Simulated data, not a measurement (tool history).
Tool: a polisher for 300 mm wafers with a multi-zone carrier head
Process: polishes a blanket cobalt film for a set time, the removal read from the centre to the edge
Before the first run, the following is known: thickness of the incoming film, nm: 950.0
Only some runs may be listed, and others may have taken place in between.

run,day,flow of slurry (ml/min),pressure of the head's centre zone,pressure of the head's middle zone,pressure of the head's edge zone,polishing time (s),film removed at the wafer's centre (Å),film removed at mid-radius (Å),film removed at the wafer's edge (Å)
1,0,265,1,1,1,33,1422.1,1416.5,1413.7
2,0.154,265,1,1,1,25,1076.1,1069.3,1051.6
3,0.471,265,1,1,1.08,25,1067.3,1060.3,1119.5
4,0.817,225,1,1,1.08,25,1040.5,1045.4,1078.2
5,1.108,255,1.04,1.04,1.09,27,1178.2,1196.8,1205.8
6,1.479,195,1.04,1.04,1.09,27,1124.3,1131.2,1176.1
7,1.533,240,1.08,1.06,1.09,29,1299.7,1271.9,1249.7
8,1.858,255,1.17,1.12,1.18,38,1833.4,1755.1,1733.9

Run 9 is up next; what results do you expect?
9,2.142,250,1.17,1.12,1.16,38,?,?,?

film removed at the wafer's centre (Å): 1814.1
film removed at mid-radius (Å): 1759.1
film removed at the wafer's edge (Å): 1701
